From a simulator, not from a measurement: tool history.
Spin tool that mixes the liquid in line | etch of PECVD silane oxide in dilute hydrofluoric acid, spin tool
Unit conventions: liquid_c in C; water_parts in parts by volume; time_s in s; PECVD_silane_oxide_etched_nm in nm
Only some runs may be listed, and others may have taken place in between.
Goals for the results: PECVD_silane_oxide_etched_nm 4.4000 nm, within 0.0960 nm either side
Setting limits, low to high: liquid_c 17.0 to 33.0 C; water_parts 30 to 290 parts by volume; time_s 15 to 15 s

Run 1, hour 0.0: liquid_c 25.0 C, water_parts 160 parts by volume, time_s 15 s. Result: PECVD_silane_oxide_etched_nm 3.0527 nm.
Run 2, hour 2.4: liquid_c 24.0 C, water_parts 160 parts by volume, time_s 15 s. Result: PECVD_silane_oxide_etched_nm 2.9434 nm.
Run 3, hour 4.9: liquid_c 24.0 C, water_parts 215 parts by volume, time_s 15 s. Result: PECVD_silane_oxide_etched_nm 2.0686 nm.
Run 4, hour 11.3: liquid_c 26.5 C, water_parts 215 parts by volume, time_s 15 s. Result: PECVD_silane_oxide_etched_nm 2.2866 nm.
Run 5, hour 15.1: liquid_c 24.5 C, water_parts 215 parts by volume, time_s 15 s. Result: PECVD_silane_oxide_etched_nm 2.1116 nm.
Run 6, hour 17.9: liquid_c 24.5 C, water_parts 215 parts by volume, time_s 15 s. Result: PECVD_silane_oxide_etched_nm 2.1311 nm.
Run 7, hour 19.6: liquid_c 27.0 C, water_parts 195 parts by volume, time_s 15 s. Result: PECVD_silane_oxide_etched_nm 2.5898 nm.
Run 8, hour 22.9: liquid_c 31.0 C, water_parts 130 parts by volume, time_s 15 s. Result: PECVD_silane_oxide_etched_nm 4.9357 nm.
Run 9, hour 29.8: liquid_c 30.0 C, water_parts 130 parts by volume, time_s 15 s. Result: PECVD_silane_oxide_etched_nm 4.7367 nm.

Exercise: of the 5 proposed moves below, exactly one satisfies all targets within the stated allowed misses. Which move is it?
Run A, hour 36.7: liquid_c 32.5 C, water_parts 155 parts by volume, time_s 15 s. Result: PECVD_silane_oxide_etched_nm ?.
Run B, hour 36.7: liquid_c 31.0 C, water_parts 135 parts by volume, time_s 15 s. Result: PECVD_silane_oxide_etched_nm ?.
Run C, hour 36.7: liquid_c 30.5 C, water_parts 140 parts by volume, time_s 15 s. Result: PECVD_silane_oxide_etched_nm ?.
Run D, hour 36.7: liquid_c 27.5 C, water_parts 115 parts by volume, time_s 15 s. Result: PECVD_silane_oxide_etched_nm ?.
Run E, hour 36.7: liquid_c 30.0 C, water_parts 135 parts by volume, time_s 15 s. Result: PECVD_silane_oxide_etched_nm ?.

move  PECVD_silane_oxide_etched_nm
   A                        4.2336
   B                        4.7373
   C                        4.4562
   D                        5.0185
   E                        4.5688
A: pushes the last run's worst result past its target
B: neither nearer nor further off than the last run
C: all results in spec
D: its largest miss is bigger than the last run's
E: better than the last run, though not everything is in spec
Correct choice: C, which meets every target

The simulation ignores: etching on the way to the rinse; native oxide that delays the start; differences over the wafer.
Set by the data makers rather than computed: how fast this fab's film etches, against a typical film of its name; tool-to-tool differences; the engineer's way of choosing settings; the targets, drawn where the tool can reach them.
